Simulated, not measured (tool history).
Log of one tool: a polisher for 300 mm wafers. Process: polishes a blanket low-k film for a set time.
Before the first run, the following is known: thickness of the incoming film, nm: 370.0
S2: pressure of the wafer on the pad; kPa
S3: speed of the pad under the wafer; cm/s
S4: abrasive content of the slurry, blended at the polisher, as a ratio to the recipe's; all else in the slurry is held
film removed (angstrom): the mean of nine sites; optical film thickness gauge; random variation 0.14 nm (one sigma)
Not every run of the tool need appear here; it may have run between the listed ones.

{"run": 1, "hour": 0.0, "flow of slurry (ml/min)": 165, "S2": 12.4, "S3": 88, "S4": 1.0, "polishing time (s)": 41, "film removed (angstrom)": 133.42}
{"run": 2, "hour": 2.4, "flow of slurry (ml/min)": 165, "S2": 12.4, "S3": 88, "S4": 0.85, "polishing time (s)": 41, "film removed (angstrom)": 119.35}
{"run": 3, "hour": 3.7, "flow of slurry (ml/min)": 165, "S2": 12.4, "S3": 88, "S4": 1.0, "polishing time (s)": 41, "film removed (angstrom)": 131.72}
{"run": 4, "hour": 6.5, "flow of slurry (ml/min)": 175, "S2": 13.8, "S3": 88, "S4": 1.0, "polishing time (s)": 41, "film removed (angstrom)": 146.77}
{"run": 5, "hour": 11.7, "flow of slurry (ml/min)": 175, "S2": 11.0, "S3": 88, "S4": 1.0, "polishing time (s)": 41, "film removed (angstrom)": 119.47}
{"run": 6, "hour": 13.4, "flow of slurry (ml/min)": 180, "S2": 12.4, "S3": 88, "S4": 1.0, "polishing time (s)": 41, "film removed (angstrom)": 132.21}

Expected results for the next run?
{"run": 7, "hour": 19.5, "flow of slurry (ml/min)": 180, "S2": 13.8, "S3": 88, "S4": 1.0, "polishing time (s)": 41, "film removed (angstrom)": "?"}

Logged for run 7: film removed (angstrom) 148.04.

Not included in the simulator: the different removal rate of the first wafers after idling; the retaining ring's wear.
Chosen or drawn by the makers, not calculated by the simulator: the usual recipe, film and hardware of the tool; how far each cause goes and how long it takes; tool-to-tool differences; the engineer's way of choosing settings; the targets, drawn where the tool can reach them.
